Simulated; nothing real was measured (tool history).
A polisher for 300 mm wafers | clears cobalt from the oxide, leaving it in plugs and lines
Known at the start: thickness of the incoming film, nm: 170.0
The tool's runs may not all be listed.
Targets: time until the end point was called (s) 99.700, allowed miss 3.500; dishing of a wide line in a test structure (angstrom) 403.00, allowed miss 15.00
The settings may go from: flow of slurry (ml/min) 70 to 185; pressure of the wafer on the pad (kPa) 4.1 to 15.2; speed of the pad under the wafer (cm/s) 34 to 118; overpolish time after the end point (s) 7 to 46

run  hour  flow of slurry (ml/min)  pressure of the wafer on the pad (kPa)  speed of the pad under the wafer (cm/s)  overpolish time after the end point (s)  time until the end point was called (s)  dishing of a wide line in a test structure (angstrom)
  1   0.0                      120                                     9.7                                       76                                       24                                   59.755                                                 409.14
  2   7.6                      115                                     8.3                                       76                                       27                                   69.573                                                 393.40
  3  15.3                      110                                     7.6                                       76                                       30                                   77.810                                                 400.28
  4  19.7                      110                                     7.6                                       76                                       38                                   78.119                                                 465.47
  5  27.3                       95                                     7.6                                       76                                       38                                   83.543                                                 461.53
  6  29.6                       95                                     7.6                                       76                                       33                                   81.842                                                 411.35
  7  32.9                       90                                     7.6                                       76                                       34                                   82.669                                                 414.45
  8  40.3                       85                                     6.9                                       76                                       35                                   92.552                                                 401.36
  9  43.1                       80                                     6.9                                       76                                       36                                   94.772                                                 399.00
 10  45.8                       80                                     6.9                                       76                                       37                                   96.775                                                 409.00

Which of these 4 next moves meets every target?
  A  48.5                       90                                     6.9                                       70                                       38                                        ?                                                      ?
  B  48.5                       85                                     8.3                                       66                                       35                                        ?                                                      ?
  C  48.5                       70                                     6.9                                       82                                       34                                        ?                                                      ?
  D  48.5                       70                                     6.9                                       82                                       36                                        ?                                                      ?

move  time until the end point was called (s)  dishing of a wide line in a test structure (angstrom)
   A                                   98.718                                                 402.25
   B                                   89.367                                                 405.85
   C                                   92.972                                                 388.46
   D                                   92.972                                                 402.78
A: meets every target
B: further off than the last run
C: further off than the last run
D: further off than the last run
Answer: A
